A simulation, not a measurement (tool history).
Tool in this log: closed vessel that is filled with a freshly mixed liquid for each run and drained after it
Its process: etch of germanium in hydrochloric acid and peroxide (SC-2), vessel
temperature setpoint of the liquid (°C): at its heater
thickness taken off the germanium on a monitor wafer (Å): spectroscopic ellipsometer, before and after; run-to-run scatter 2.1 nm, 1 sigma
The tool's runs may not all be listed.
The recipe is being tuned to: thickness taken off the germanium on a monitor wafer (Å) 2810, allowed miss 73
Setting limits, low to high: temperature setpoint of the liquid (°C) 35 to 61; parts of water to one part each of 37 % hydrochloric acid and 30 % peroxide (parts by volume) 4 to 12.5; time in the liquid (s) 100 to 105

| run | day | temperature setpoint of the liquid (°C) | parts of water to one part each of 37 % hydrochloric acid and 30 % peroxide (parts by volume) | time in the liquid (s) | thickness taken off the germanium on a monitor wafer (Å) |
|---|---|---|---|---|---|
| 1 | 0 | 45 | 7 | 100 | 1964.4 |
| 2 | 0.279 | 38 | 7 | 100 | 1562.7 |
| 3 | 0.462 | 43 | 7 | 100 | 1858.4 |
| 4 | 0.721 | 46.5 | 7 | 100 | 2093 |
| 5 | 1 | 42 | 7 | 100 | 1797.8 |
| 6 | 1.104 | 45.5 | 7 | 100 | 2011.6 |
| 7 | 1.467 | 53.5 | 6.5 | 100 | 2587.8 |
| 8 | 1.788 | 54 | 6.5 | 100 | 2635.6 |

Which of these 4 next moves meets every target?
| A | 2.108 | 56.5 | 7.5 | 105 | ? |
| B | 2.108 | 56 | 5.5 | 105 | ? |
| C | 2.108 | 53 | 8 | 105 | ? |
| D | 2.108 | 54 | 7 | 105 | ? |

| move | thickness taken off the germanium on a monitor wafer (Å) |
|---|---|
| A | 2987.6 |
| B | 2990.2 |
| C | 2670.4 |
| D | 2778.7 |
A: pushes the last run's worst result past its target
B: pushes the last run's worst result past its target
C: nearer the targets than the last run, but a result is still out of spec
D: each result inside its tolerance
So the answer is move D, the one that meets all the targets.
